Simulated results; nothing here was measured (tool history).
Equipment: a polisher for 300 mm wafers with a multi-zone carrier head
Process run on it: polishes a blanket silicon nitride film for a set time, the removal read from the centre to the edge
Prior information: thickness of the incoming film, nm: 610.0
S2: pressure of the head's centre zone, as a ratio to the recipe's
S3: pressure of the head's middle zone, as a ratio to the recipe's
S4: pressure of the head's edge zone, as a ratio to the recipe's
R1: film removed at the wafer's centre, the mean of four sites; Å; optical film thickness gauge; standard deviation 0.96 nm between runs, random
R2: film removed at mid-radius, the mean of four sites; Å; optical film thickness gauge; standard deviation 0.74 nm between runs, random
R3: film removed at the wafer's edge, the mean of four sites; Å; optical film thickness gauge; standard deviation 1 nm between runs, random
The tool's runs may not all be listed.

run 1 hour=0.0 | flow_of_slurry_(ml/min)=200 S2=1.00 S3=1.00 S4=1.00 polishing_time_(s)=36 | R1=760.54 R2=732.62 R3=739.71
run 2 hour=7.7 | flow_of_slurry_(ml/min)=200 S2=1.00 S3=1.00 S4=1.00 polishing_time_(s)=32 | R1=670.55 R2=648.72 R3=666.27
run 3 hour=10.2 | flow_of_slurry_(ml/min)=200 S2=0.97 S3=1.00 S4=1.00 polishing_time_(s)=32 | R1=652.38 R2=647.78 R3=653.44
run 4 hour=13.7 | flow_of_slurry_(ml/min)=150 S2=0.97 S3=1.00 S4=1.00 polishing_time_(s)=32 | R1=620.32 R2=631.09 R3=652.36
run 5 hour=14.3 | flow_of_slurry_(ml/min)=150 S2=0.97 S3=1.00 S4=1.00 polishing_time_(s)=28 | R1=541.87 R2=545.23 R3=564.66
run 6 hour=15.0 | flow_of_slurry_(ml/min)=120 S2=0.97 S3=1.00 S4=1.00 polishing_time_(s)=28 | R1=517.38 R2=524.16 R3=546.17
run 7 hour=17.3 | flow_of_slurry_(ml/min)=140 S2=0.97 S3=1.02 S4=1.02 polishing_time_(s)=30 | R1=583.04 R2=590.16 R3=604.73
run 8 hour=23.5 | flow_of_slurry_(ml/min)=150 S2=0.96 S3=1.04 S4=1.04 polishing_time_(s)=31 | R1=591.53 R2=626.38 R3=639.44
run 9 hour=29.3 | flow_of_slurry_(ml/min)=165 S2=0.97 S3=1.06 S4=1.06 polishing_time_(s)=32 | R1=622.93 R2=664.70 R3=671.48
run 10 hour=37.7 | flow_of_slurry_(ml/min)=180 S2=0.98 S3=1.08 S4=1.08 polishing_time_(s)=33 | R1=656.44 R2=702.26 R3=703.36
run 11 hour=39.5 | flow_of_slurry_(ml/min)=190 S2=0.99 S3=1.10 S4=1.09 polishing_time_(s)=34 | R1=695.42 R2=739.76 R3=743.87
run 12 hour=41.8 | flow_of_slurry_(ml/min)=200 S2=0.99 S3=1.11 S4=1.09 polishing_time_(s)=35 | R1=739.89 R2=778.53 R3=763.26

Predict the results of run 13:
run 13 hour=50.7 | flow_of_slurry_(ml/min)=240 S2=0.97 S3=1.18 S4=1.19 polishing_time_(s)=41 | R1=? R2=? R3=?

{"run 13": {"R1": 848.04, "R2": 973.5, "R3": 927.66}}

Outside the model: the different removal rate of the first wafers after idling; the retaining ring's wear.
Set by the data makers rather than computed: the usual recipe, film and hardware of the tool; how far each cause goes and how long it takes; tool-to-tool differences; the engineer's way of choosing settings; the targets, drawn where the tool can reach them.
